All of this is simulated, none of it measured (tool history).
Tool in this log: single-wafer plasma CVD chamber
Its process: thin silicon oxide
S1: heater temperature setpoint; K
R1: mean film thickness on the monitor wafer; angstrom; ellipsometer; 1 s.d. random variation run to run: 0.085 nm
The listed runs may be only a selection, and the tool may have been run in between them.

Run 1, day 0: S1 673.15 K, chamber pressure (Torr) 1.03, RF power (W) 220, deposition time (s) 13.3. Result: R1 256.91 angstrom.
Run 2, day 0.1: S1 673.15 K, chamber pressure (Torr) 1.03, RF power (W) 210, deposition time (s) 13.3. Result: R1 253.01 angstrom.
Run 3, day 0.246: S1 673.15 K, chamber pressure (Torr) 0.98, RF power (W) 210, deposition time (s) 13.3. Result: R1 244.32 angstrom.
Run 4, day 0.608: S1 673.15 K, chamber pressure (Torr) 0.95, RF power (W) 210, deposition time (s) 13.3. Result: R1 239.04 angstrom.
Run 5, day 0.975: S1 673.15 K, chamber pressure (Torr) 0.92, RF power (W) 210, deposition time (s) 13.3. Result: R1 234.33 angstrom.
Run 6, day 1.05: S1 673.15 K, chamber pressure (Torr) 1.04, RF power (W) 210, deposition time (s) 13.3. Result: R1 254.66 angstrom.
Run 7, day 1.117: S1 673.15 K, chamber pressure (Torr) 0.83, RF power (W) 205, deposition time (s) 13.3. Result: R1 214.04 angstrom.

Expected results for the next run?
Run 8, day 1.408: S1 673.15 K, chamber pressure (Torr) 0.84, RF power (W) 205, deposition time (s) 13.3. Result: R1 ?.

R1: 216.2 angstrom
